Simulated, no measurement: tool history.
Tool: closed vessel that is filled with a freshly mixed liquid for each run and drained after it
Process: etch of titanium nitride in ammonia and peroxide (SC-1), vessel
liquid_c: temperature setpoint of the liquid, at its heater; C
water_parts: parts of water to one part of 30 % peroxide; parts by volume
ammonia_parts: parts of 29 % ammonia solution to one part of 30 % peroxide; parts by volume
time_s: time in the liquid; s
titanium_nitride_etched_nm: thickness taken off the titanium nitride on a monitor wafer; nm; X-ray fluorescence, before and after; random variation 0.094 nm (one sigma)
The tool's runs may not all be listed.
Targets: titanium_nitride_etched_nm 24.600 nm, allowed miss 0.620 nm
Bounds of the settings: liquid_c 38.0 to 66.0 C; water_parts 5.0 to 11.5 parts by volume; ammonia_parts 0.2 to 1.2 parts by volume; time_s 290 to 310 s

run,hour,liquid_c,water_parts,ammonia_parts,time_s,titanium_nitride_etched_nm
1,0.0,50.0,6.5,0.8,290,42.544
2,9.1,50.0,6.5,1.0,290,43.683
3,17.5,45.0,6.5,1.0,290,30.659
4,19.1,44.0,6.5,1.0,290,28.449
5,26.0,44.0,6.5,1.2,290,28.955
6,30.3,44.0,7.0,1.2,290,28.110
7,37.7,43.5,7.0,1.2,290,27.318
8,40.6,43.0,7.0,1.2,290,26.149
9,48.9,42.5,7.0,1.2,290,25.241

Which of these 4 next moves meets every target?
A,57.2,43.0,8.5,1.2,310,?
B,57.2,43.0,8.0,1.2,305,?
C,57.2,44.5,8.5,1.2,290,?
D,57.2,41.5,6.0,1.0,290,?

move,titanium_nitride_etched_nm
A,25.610
B,25.931
C,26.708
D,24.645
A: further off than the last run
B: further off than the last run
C: further off than the last run
D: meets every target
Move D is the one to make.

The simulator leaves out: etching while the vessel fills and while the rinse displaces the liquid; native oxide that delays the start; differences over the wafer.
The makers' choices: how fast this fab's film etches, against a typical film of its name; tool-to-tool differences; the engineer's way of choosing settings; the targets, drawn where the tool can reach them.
